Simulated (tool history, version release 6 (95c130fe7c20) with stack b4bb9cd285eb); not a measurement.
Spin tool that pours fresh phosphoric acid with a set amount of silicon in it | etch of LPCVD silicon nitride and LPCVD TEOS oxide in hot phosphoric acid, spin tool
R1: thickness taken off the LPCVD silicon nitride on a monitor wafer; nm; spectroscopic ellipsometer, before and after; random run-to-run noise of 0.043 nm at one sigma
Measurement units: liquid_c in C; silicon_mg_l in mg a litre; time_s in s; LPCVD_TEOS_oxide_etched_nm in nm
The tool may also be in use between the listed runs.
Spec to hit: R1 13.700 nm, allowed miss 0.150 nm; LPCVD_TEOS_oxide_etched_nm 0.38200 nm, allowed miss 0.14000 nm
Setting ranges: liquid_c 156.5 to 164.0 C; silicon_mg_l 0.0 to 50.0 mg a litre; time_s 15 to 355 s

{"run": 1, "hour": 0.0, "liquid_c": 159.0, "silicon_mg_l": 24.5, "time_s": 180, "R1": 15.697, "LPCVD_TEOS_oxide_etched_nm": 0.38353}
{"run": 2, "hour": 5.2, "liquid_c": 159.0, "silicon_mg_l": 24.5, "time_s": 135, "R1": 11.777, "LPCVD_TEOS_oxide_etched_nm": 0.2503}
{"run": 3, "hour": 11.4, "liquid_c": 159.5, "silicon_mg_l": 24.0, "time_s": 135, "R1": 12.013, "LPCVD_TEOS_oxide_etched_nm": 0.30623}
{"run": 4, "hour": 14.9, "liquid_c": 161.0, "silicon_mg_l": 24.0, "time_s": 135, "R1": 12.578, "LPCVD_TEOS_oxide_etched_nm": 0.34794}
{"run": 5, "hour": 20.1, "liquid_c": 162.0, "silicon_mg_l": 24.0, "time_s": 135, "R1": 13.088, "LPCVD_TEOS_oxide_etched_nm": 0.40425}
{"run": 6, "hour": 27.7, "liquid_c": 162.0, "silicon_mg_l": 25.0, "time_s": 135, "R1": 12.986, "LPCVD_TEOS_oxide_etched_nm": 0.34529}
{"run": 7, "hour": 34.8, "liquid_c": 164.0, "silicon_mg_l": 25.5, "time_s": 135, "R1": 13.894, "LPCVD_TEOS_oxide_etched_nm": 0.44997}
{"run": 8, "hour": 40.2, "liquid_c": 164.0, "silicon_mg_l": 26.0, "time_s": 135, "R1": 13.949, "LPCVD_TEOS_oxide_etched_nm": 0.31988}

Consider the 5 candidate settings below. Which is the only one whose results all fall within their allowed miss of target?
{"run": "A", "hour": 45.6, "liquid_c": 162.5, "silicon_mg_l": 33.0, "time_s": 145, "R1": "?", "LPCVD_TEOS_oxide_etched_nm": "?"}
{"run": "B", "hour": 45.6, "liquid_c": 163.5, "silicon_mg_l": 26.0, "time_s": 135, "R1": "?", "LPCVD_TEOS_oxide_etched_nm": "?"}
{"run": "C", "hour": 45.6, "liquid_c": 162.5, "silicon_mg_l": 33.5, "time_s": 145, "R1": "?", "LPCVD_TEOS_oxide_etched_nm": "?"}
{"run": "D", "hour": 45.6, "liquid_c": 164.0, "silicon_mg_l": 42.0, "time_s": 130, "R1": "?", "LPCVD_TEOS_oxide_etched_nm": "?"}
{"run": "E", "hour": 45.6, "liquid_c": 164.0, "silicon_mg_l": 29.5, "time_s": 140, "R1": "?", "LPCVD_TEOS_oxide_etched_nm": "?"}

move=A R1=14.198 LPCVD_TEOS_oxide_etched_nm=0.32421
move=B R1=13.664 LPCVD_TEOS_oxide_etched_nm=0.42807
move=C R1=14.198 LPCVD_TEOS_oxide_etched_nm=0.31684
move=D R1=13.377 LPCVD_TEOS_oxide_etched_nm=0.19164
move=E R1=14.406 LPCVD_TEOS_oxide_etched_nm=0.40482
A: misses by more than the last run did
B: every result lands within tolerance
C: misses by more than the last run did
D: carries the result that was furthest off beyond its target, to the other side
E: misses by more than the last run did
Answer: B

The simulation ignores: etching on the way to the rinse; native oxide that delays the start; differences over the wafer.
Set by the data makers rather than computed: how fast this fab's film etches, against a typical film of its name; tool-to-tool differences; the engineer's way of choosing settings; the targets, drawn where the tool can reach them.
